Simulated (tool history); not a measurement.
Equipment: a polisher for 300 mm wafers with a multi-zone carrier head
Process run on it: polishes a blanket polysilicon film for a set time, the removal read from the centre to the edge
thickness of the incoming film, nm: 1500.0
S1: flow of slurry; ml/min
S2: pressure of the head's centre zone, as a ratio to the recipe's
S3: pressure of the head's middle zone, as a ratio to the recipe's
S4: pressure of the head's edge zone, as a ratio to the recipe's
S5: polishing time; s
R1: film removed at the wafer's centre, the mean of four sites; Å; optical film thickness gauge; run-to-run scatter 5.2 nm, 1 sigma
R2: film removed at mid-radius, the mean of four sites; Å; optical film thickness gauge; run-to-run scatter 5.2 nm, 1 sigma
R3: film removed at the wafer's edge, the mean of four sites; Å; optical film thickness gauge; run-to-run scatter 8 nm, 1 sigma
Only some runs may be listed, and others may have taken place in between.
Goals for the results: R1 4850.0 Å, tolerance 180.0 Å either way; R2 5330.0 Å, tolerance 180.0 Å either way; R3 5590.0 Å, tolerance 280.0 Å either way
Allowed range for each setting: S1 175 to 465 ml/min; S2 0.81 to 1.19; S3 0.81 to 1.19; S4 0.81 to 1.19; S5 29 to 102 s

| run | hour | S1 | S2 | S3 | S4 | S5 | R1 | R2 | R3 |
|---|---|---|---|---|---|---|---|---|---|
| 1 | 0.0 | 295 | 1.00 | 1.00 | 1.00 | 65 | 4411.0 | 4373.2 | 4312.1 |
| 2 | 6.7 | 355 | 1.00 | 1.00 | 1.00 | 65 | 4476.1 | 4517.9 | 4381.5 |
| 3 | 13.9 | 355 | 1.00 | 1.00 | 1.05 | 65 | 4451.7 | 4427.5 | 4599.7 |
| 4 | 22.0 | 355 | 1.00 | 1.00 | 1.05 | 58 | 4006.4 | 3977.5 | 4091.0 |
| 5 | 27.8 | 360 | 1.00 | 1.01 | 1.07 | 60 | 4164.1 | 4157.3 | 4313.2 |
| 6 | 36.2 | 360 | 0.96 | 1.01 | 1.07 | 60 | 3979.3 | 4182.8 | 4347.5 |
| 7 | 39.3 | 365 | 0.96 | 1.02 | 1.08 | 61 | 3997.8 | 4308.6 | 4412.2 |
| 8 | 41.1 | 365 | 0.96 | 1.03 | 1.09 | 62 | 4060.9 | 4382.9 | 4465.4 |
| 9 | 44.0 | 370 | 0.96 | 1.03 | 1.10 | 64 | 4234.6 | 4502.7 | 4620.2 |
| 10 | 49.7 | 375 | 0.96 | 1.03 | 1.11 | 65 | 4365.9 | 4642.0 | 4579.6 |

5 next moves are on the table. One of them brings every result within its allowed miss. Which?
| A | 55.4 | 330 | 0.92 | 1.11 | 1.16 | 78 | ? | ? | ? |
| B | 55.4 | 380 | 0.92 | 0.90 | 1.11 | 85 | ? | ? | ? |
| C | 55.4 | 400 | 0.90 | 1.06 | 1.11 | 78 | ? | ? | ? |
| D | 55.4 | 430 | 1.19 | 0.98 | 1.18 | 55 | ? | ? | ? |
| E | 55.4 | 415 | 0.86 | 0.93 | 0.99 | 82 | ? | ? | ? |

| move | R1 | R2 | R3 |
|---|---|---|---|
| A | 4857.8 | 5854.5 | 5747.0 |
| B | 5358.6 | 5412.1 | 6198.7 |
| C | 4836.3 | 5722.8 | 5693.8 |
| D | 4542.3 | 3789.8 | 4165.0 |
| E | 4866.7 | 5404.7 | 5678.7 |
A: pushes the last run's worst result past its target
B: brings the last run's worst result on target, with another outside its allowed miss
C: pushes the last run's worst result past its target
D: the biggest miss grows against the last run
E: each result inside its tolerance
Answer: E

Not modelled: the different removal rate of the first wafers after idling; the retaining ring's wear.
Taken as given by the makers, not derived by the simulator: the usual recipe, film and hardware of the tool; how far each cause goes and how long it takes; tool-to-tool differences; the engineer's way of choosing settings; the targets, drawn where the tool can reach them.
